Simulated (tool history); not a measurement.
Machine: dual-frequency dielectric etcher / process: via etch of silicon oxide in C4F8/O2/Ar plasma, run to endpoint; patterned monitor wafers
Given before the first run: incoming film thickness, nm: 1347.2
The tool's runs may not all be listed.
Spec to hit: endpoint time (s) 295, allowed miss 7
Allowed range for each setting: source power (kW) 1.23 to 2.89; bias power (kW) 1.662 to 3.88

run    day  source power (kW)  bias power (kW)  endpoint time (s)
  1      0               2.06            2.771              255.5
  2  0.079               2.06            2.995             250.29
  3  0.454               2.06            3.267             243.37
  4  0.754               2.24            3.267             234.44
  5  0.979               2.24            3.632             231.65
  6  1.129               2.46            3.632             223.24
  7    1.2               2.04            3.236              247.2
  8  1.562               1.78            3.097             261.63
  9  1.629               1.61             2.99             277.63
 10  1.658               1.53             2.96             279.32
 11  1.779               1.45            2.926             285.43

Pick the move, out of 4, that brings all results within their allowed miss; only one does.
  A  1.9               1.73            2.627                  ?
  B  1.9               1.29            3.134                  ?
  C  1.9               1.23            2.622                  ?
  D  1.9               1.95            2.309                  ?

move  endpoint time (s)
   A             275.12
   B             292.65
   C             311.57
   D              271.3
A: its largest miss is bigger than the last run's
B: all results in spec
C: takes the result that was furthest off past its target
D: its largest miss is bigger than the last run's
Go with B: it meets all targets.
